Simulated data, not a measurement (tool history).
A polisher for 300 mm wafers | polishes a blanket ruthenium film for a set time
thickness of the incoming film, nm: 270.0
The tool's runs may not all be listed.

| run | hour | flow of slurry (ml/min) | pressure of the wafer on the pad (kPa) | speed of the pad under the wafer (cm/s) | polishing time (s) | film removed (angstrom) |
|---|---|---|---|---|---|---|
| 1 | 0 | 165 | 10.3 | 118 | 33 | 282.08 |
| 2 | 6.4 | 165 | 8.3 | 118 | 33 | 227.16 |
| 3 | 7.5 | 185 | 8.3 | 118 | 33 | 233.09 |
| 4 | 12.1 | 190 | 9.7 | 118 | 33 | 269.1 |
| 5 | 13.6 | 190 | 9.7 | 100 | 33 | 234.33 |
| 6 | 20.9 | 190 | 10.3 | 100 | 33 | 251.14 |
| 7 | 23 | 195 | 11 | 100 | 33 | 268.79 |
| 8 | 24.9 | 200 | 11.7 | 100 | 33 | 287.34 |
| 9 | 33.5 | 205 | 12.4 | 100 | 33 | 301.11 |
| 10 | 36.8 | 205 | 13.1 | 102 | 33 | 323.41 |

Run 11 comes next. What will it give?
| 11 | 37.7 | 205 | 13.8 | 102 | 33 | ? |

Run 11 gave film removed (angstrom) 338.7.

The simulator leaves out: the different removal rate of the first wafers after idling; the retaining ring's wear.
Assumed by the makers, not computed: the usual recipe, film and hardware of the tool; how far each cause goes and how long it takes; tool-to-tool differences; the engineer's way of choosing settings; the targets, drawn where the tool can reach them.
